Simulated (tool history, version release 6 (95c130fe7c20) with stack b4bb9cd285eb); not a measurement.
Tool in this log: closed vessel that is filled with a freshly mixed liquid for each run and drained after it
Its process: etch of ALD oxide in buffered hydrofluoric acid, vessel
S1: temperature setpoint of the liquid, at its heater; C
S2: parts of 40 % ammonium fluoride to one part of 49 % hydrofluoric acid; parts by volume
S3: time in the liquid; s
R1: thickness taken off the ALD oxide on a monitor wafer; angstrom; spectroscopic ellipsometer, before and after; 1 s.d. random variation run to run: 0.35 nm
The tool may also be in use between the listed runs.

run,day,S1,S2,S3,R1
1,0,22,22.5,30,208.03
2,0.271,22,22.5,30,210.34
3,0.45,22,19.5,30,233.13
4,0.721,23,19.5,30,250.54
5,1.083,24,19.5,30,265.04
6,1.133,24,25.5,30,215.03
7,1.288,25,25,30,227.74

For run 8, what comes out?
8,1.429,25.5,24,30,?

{"run 8": {"R1": 244.67}}
